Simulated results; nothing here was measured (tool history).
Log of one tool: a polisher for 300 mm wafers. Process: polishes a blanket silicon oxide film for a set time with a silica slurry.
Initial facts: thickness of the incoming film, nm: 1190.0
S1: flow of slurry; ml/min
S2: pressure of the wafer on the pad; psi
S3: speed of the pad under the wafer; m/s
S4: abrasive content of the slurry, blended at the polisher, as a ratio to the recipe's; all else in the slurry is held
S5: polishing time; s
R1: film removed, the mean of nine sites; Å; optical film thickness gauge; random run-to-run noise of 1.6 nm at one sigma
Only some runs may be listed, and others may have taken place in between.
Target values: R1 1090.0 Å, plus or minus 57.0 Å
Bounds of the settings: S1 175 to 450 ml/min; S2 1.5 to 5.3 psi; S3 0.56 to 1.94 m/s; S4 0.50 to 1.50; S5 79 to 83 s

run 1 day=0.000 | S1=290 S2=3.4 S3=1.24 S4=1.00 S5=79 | R1=1902.6
run 2 day=0.050 | S1=335 S2=3.4 S3=1.24 S4=1.00 S5=79 | R1=1922.9
run 3 day=0.075 | S1=335 S2=3.0 S3=1.22 S4=1.00 S5=79 | R1=1650.6
run 4 day=0.429 | S1=335 S2=3.0 S3=1.02 S4=1.00 S5=79 | R1=1445.0
run 5 day=0.654 | S1=335 S2=2.8 S3=1.02 S4=1.00 S5=79 | R1=1334.6
run 6 day=1.025 | S1=335 S2=2.8 S3=1.02 S4=1.00 S5=83 | R1=1403.3
run 7 day=1.333 | S1=335 S2=2.6 S3=1.02 S4=1.00 S5=83 | R1=1353.6
run 8 day=1.425 | S1=335 S2=2.5 S3=1.02 S4=1.00 S5=83 | R1=1261.8
run 9 day=1.688 | S1=335 S2=2.4 S3=1.02 S4=1.00 S5=83 | R1=1206.9
run 10 day=1.946 | S1=335 S2=2.3 S3=1.02 S4=1.00 S5=83 | R1=1175.8

Pick the move, out of 4, that brings all results within their allowed miss; only one does.
run A day=2.204 | S1=235 S2=3.0 S3=0.88 S4=0.90 S5=83 | R1=?
run B day=2.204 | S1=305 S2=2.6 S3=0.88 S4=1.30 S5=81 | R1=?
run C day=2.204 | S1=350 S2=2.5 S3=1.02 S4=1.00 S5=82 | R1=?
run D day=2.204 | S1=370 S2=2.2 S3=1.02 S4=0.95 S5=81 | R1=?

move=A R1=1262.0
move=B R1=1244.2
move=C R1=1270.2
move=D R1=1096.5
A: moves away from the targets compared with the last run
B: moves away from the targets compared with the last run
C: moves away from the targets compared with the last run
D: meets every target
Move D is the one to make.
